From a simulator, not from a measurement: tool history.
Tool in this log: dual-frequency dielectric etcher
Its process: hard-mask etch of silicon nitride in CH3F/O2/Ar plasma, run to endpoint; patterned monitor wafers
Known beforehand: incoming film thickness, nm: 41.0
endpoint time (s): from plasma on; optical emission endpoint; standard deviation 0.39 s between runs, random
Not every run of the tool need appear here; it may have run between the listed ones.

run,hour,source power (W),bias power (W),endpoint time (s)
1,0.0,460,56,64.318
2,2.0,430,52,68.924
3,3.5,500,52,64.632
4,6.7,550,52,61.877
5,9.4,500,50,65.690
6,16.7,460,48,69.582
7,17.7,430,47,72.038
8,24.4,400,46,75.202
9,32.3,380,46,76.668

The next listed run, before its measurement:
10,34.6,280,44,?

{"run 10": {"endpoint time (s)": 90.224}}

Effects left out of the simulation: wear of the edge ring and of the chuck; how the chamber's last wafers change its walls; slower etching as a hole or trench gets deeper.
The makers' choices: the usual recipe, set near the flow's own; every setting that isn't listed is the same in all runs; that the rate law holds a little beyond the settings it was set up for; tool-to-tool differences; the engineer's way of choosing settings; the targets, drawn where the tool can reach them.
